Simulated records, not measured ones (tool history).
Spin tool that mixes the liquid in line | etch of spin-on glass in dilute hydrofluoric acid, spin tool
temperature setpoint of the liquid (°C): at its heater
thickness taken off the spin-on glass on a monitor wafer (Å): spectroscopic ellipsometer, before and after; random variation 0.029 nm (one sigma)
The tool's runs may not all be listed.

run    day  temperature setpoint of the liquid (°C)  parts of water to one part of 49 % hydrofluoric acid (parts by volume)  time under the liquid (s)  thickness taken off the spin-on glass on a monitor wafer (Å)
  1  0.000                                     20.0                                                                     195                         15                                                        22.304
  2  0.225                                     22.5                                                                     165                         15                                                        30.045
  3  0.579                                     24.0                                                                     145                         15                                                        37.310
  4  0.638                                     24.0                                                                      85                         15                                                        67.653
  5  0.700                                     22.0                                                                      85                         15                                                        62.418
  6  1.017                                     22.0                                                                      35                         15                                                       162.810
  7  1.212                                     22.0                                                                      35                         15                                                       163.190
  8  1.412                                     24.0                                                                      55                         15                                                       109.330
  9  1.454                                     25.0                                                                      70                         15                                                        87.607
 10  1.512                                     25.0                                                                      70                         15                                                        88.189
 11  1.821                                     26.0                                                                      80                         15                                                        78.296

Run 12 has not been measured yet. What should we expect?
 12  2.112                                     26.5                                                                      90                         15                                                             ?

thickness taken off the spin-on glass on a monitor wafer (Å): 70.601
